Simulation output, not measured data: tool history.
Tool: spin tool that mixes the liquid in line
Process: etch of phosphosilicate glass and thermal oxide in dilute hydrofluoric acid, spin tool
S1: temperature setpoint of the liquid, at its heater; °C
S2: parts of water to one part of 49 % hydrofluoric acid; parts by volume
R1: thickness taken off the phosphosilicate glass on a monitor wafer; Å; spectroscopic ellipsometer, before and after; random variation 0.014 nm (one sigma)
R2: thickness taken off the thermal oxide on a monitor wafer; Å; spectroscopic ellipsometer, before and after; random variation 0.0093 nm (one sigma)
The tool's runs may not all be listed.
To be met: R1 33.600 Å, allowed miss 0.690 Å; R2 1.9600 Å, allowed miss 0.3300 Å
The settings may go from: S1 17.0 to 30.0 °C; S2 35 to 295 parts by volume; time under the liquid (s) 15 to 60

run 1 day=0.000 | S1=22.0 S2=165 time_under_the_liquid_(s)=30 | R1=112.400 R2=6.8172
run 2 day=0.129 | S1=22.0 S2=165 time_under_the_liquid_(s)=15 | R1=56.196 R2=3.1549
run 3 day=0.471 | S1=22.0 S2=165 time_under_the_liquid_(s)=15 | R1=56.148 R2=3.1381
run 4 day=0.575 | S1=22.0 S2=165 time_under_the_liquid_(s)=25 | R1=93.089 R2=5.5439
run 5 day=0.867 | S1=20.5 S2=200 time_under_the_liquid_(s)=25 | R1=70.666 R2=4.2539
run 6 day=1.092 | S1=20.5 S2=155 time_under_the_liquid_(s)=25 | R1=95.224 R2=5.6194
run 7 day=1.338 | S1=20.0 S2=200 time_under_the_liquid_(s)=25 | R1=68.949 R2=4.1801
run 8 day=1.667 | S1=19.5 S2=230 time_under_the_liquid_(s)=25 | R1=57.397 R2=3.4742
run 9 day=1.712 | S1=19.0 S2=250 time_under_the_liquid_(s)=25 | R1=50.920 R2=3.1846
run 10 day=2.017 | S1=19.0 S2=250 time_under_the_liquid_(s)=25 | R1=50.849 R2=2.9888
run 11 day=2.179 | S1=18.5 S2=265 time_under_the_liquid_(s)=25 | R1=46.006 R2=2.5814
run 12 day=2.383 | S1=18.0 S2=275 time_under_the_liquid_(s)=25 | R1=43.556 R2=2.7541
run 13 day=2.679 | S1=18.5 S2=280 time_under_the_liquid_(s)=25 | R1=43.170 R2=2.4749
run 14 day=2.842 | S1=18.0 S2=285 time_under_the_liquid_(s)=25 | R1=41.437 R2=2.3539
run 15 day=2.979 | S1=17.5 S2=290 time_under_the_liquid_(s)=25 | R1=39.648 R2=2.4030
run 16 day=3.021 | S1=17.5 S2=295 time_under_the_liquid_(s)=20 | R1=31.313 R2=1.8291
run 17 day=3.212 | S1=18.0 S2=295 time_under_the_liquid_(s)=20 | R1=31.836 R2=1.8919
run 18 day=3.254 | S1=18.5 S2=295 time_under_the_liquid_(s)=20 | R1=32.500 R2=1.9766

Which of these 4 next moves meets every target?
run A day=3.296 | S1=17.0 S2=260 time_under_the_liquid_(s)=20 | R1=? R2=?
run B day=3.296 | S1=17.0 S2=205 time_under_the_liquid_(s)=15 | R1=? R2=?
run C day=3.296 | S1=17.0 S2=215 time_under_the_liquid_(s)=15 | R1=? R2=?
run D day=3.296 | S1=17.0 S2=265 time_under_the_liquid_(s)=20 | R1=? R2=?

move=A R1=35.961 R2=2.1094
move=B R1=35.916 R2=2.1067
move=C R1=33.937 R2=1.9906
move=D R1=35.131 R2=2.0607
A: takes the result that was furthest off past its target
B: takes the result that was furthest off past its target
C: meets every target
D: takes the result that was furthest off past its target
Move C is the one to make.
